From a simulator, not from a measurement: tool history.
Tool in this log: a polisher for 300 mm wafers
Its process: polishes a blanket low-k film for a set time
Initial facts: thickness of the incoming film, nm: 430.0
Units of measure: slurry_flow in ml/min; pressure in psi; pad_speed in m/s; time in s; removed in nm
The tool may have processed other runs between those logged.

| run | hour | slurry_flow | pressure | pad_speed | slurry_solids | time | removed |
|---|---|---|---|---|---|---|---|
| 1 | 0.0 | 200 | 2.1 | 1.22 | 1.00 | 51 | 29.460 |
| 2 | 5.9 | 200 | 2.1 | 1.22 | 1.15 | 51 | 31.047 |
| 3 | 12.4 | 195 | 1.9 | 1.22 | 1.15 | 51 | 28.596 |
| 4 | 21.2 | 195 | 2.2 | 1.22 | 1.15 | 51 | 32.086 |
| 5 | 24.6 | 195 | 2.2 | 1.44 | 1.15 | 51 | 37.501 |
| 6 | 30.4 | 195 | 2.2 | 1.44 | 1.05 | 51 | 35.867 |
| 7 | 36.3 | 190 | 1.9 | 1.44 | 1.05 | 51 | 31.170 |
| 8 | 37.3 | 185 | 1.7 | 1.44 | 1.05 | 51 | 28.279 |
| 9 | 44.0 | 180 | 1.6 | 1.44 | 1.05 | 51 | 26.018 |

Run 10 has not been measured yet. What should we expect?
| 10 | 47.9 | 170 | 1.6 | 1.44 | 1.05 | 51 | ? |

removed: 25.735 nm
